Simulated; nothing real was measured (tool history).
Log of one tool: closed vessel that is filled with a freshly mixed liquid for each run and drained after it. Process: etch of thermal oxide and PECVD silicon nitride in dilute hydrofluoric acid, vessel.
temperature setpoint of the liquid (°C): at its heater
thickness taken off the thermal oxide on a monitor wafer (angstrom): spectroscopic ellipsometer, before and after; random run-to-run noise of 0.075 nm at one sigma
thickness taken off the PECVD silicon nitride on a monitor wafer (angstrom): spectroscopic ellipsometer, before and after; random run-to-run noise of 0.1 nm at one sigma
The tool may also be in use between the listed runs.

run    day  temperature setpoint of the liquid (°C)  parts of water to one part of 49 % hydrofluoric acid (parts by volume)  time in the liquid (s)  thickness taken off the thermal oxide on a monitor wafer (angstrom)  thickness taken off the PECVD silicon nitride on a monitor wafer (angstrom)
  1  0.000                                     26.0                                                                     240                     235                                                               39.164                                                                       57.082
  2  0.117                                     26.0                                                                     240                     275                                                               45.714                                                                       67.165
  3  0.417                                     26.0                                                                     240                     225                                                               37.171                                                                       54.696
  4  0.621                                     26.5                                                                     220                     225                                                               42.205                                                                       61.884
  5  0.929                                     26.5                                                                     220                     150                                                               28.162                                                                       41.290
  6  1.179                                     26.5                                                                     220                     205                                                               38.803                                                                       55.911
  7  1.358                                     27.0                                                                     200                     205                                                               44.195                                                                       62.834

Run 8 is up next; what results do you expect?
  8  1.446                                     27.5                                                                     185                     205                                                                    ?                                                                            ?

{"run 8": {"thickness taken off the thermal oxide on a monitor wafer (angstrom)": 49.101, "thickness taken off the PECVD silicon nitride on a monitor wafer (angstrom)": 70.772}}
